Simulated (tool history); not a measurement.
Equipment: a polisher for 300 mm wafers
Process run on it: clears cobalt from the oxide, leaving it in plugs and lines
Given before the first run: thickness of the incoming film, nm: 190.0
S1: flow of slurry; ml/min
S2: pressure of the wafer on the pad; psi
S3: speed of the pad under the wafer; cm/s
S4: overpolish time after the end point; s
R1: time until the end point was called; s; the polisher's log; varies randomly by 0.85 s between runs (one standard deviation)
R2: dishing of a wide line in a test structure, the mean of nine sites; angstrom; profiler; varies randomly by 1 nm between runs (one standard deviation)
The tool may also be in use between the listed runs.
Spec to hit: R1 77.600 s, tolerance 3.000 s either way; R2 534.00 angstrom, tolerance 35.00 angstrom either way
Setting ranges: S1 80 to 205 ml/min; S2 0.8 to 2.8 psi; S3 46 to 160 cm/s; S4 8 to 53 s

run 1 hour=0.0 | S1=135 S2=1.8 S3=102 S4=27 | R1=39.989 R2=657.34
run 2 hour=6.9 | S1=135 S2=1.8 S3=112 S4=27 | R1=36.770 R2=657.38
run 3 hour=7.7 | S1=130 S2=1.5 S3=106 S4=28 | R1=46.577 R2=635.09
run 4 hour=11.3 | S1=130 S2=1.5 S3=106 S4=37 | R1=45.467 R2=669.52
run 5 hour=14.3 | S1=125 S2=1.3 S3=104 S4=35 | R1=54.066 R2=631.14
run 6 hour=16.0 | S1=125 S2=1.7 S3=104 S4=35 | R1=42.836 R2=714.04
run 7 hour=20.0 | S1=120 S2=1.5 S3=104 S4=34 | R1=47.842 R2=656.16
run 8 hour=25.6 | S1=115 S2=1.3 S3=102 S4=34 | R1=54.276 R2=608.48
run 9 hour=28.0 | S1=115 S2=1.2 S3=100 S4=35 | R1=60.825 R2=617.52
run 10 hour=34.2 | S1=105 S2=0.8 S3=98 S4=29 | R1=82.452 R2=441.05
run 11 hour=40.5 | S1=110 S2=0.8 S3=98 S4=31 | R1=83.386 R2=476.66
run 12 hour=42.8 | S1=110 S2=0.8 S3=98 S4=32 | R1=83.577 R2=480.35
run 13 hour=47.4 | S1=110 S2=0.8 S3=98 S4=33 | R1=84.619 R2=479.99

Consider the 4 candidate settings below. Which is the only one whose results all fall within their allowed miss of target?
run A hour=52.0 | S1=80 S2=0.8 S3=112 S4=35 | R1=? R2=?
run B hour=52.0 | S1=130 S2=0.9 S3=78 S4=48 | R1=? R2=?
run C hour=52.0 | S1=120 S2=0.8 S3=90 S4=39 | R1=? R2=?
run D hour=52.0 | S1=140 S2=0.8 S3=82 S4=41 | R1=? R2=?

move=A R1=76.753 R2=533.42
move=B R1=92.598 R2=575.70
move=C R1=89.218 R2=521.73
move=D R1=95.519 R2=516.73
A: all results land within tolerance of their targets
B: moves away from the targets compared with the last run
C: moves away from the targets compared with the last run
D: moves away from the targets compared with the last run
A is the move that brings every result within its allowed miss.
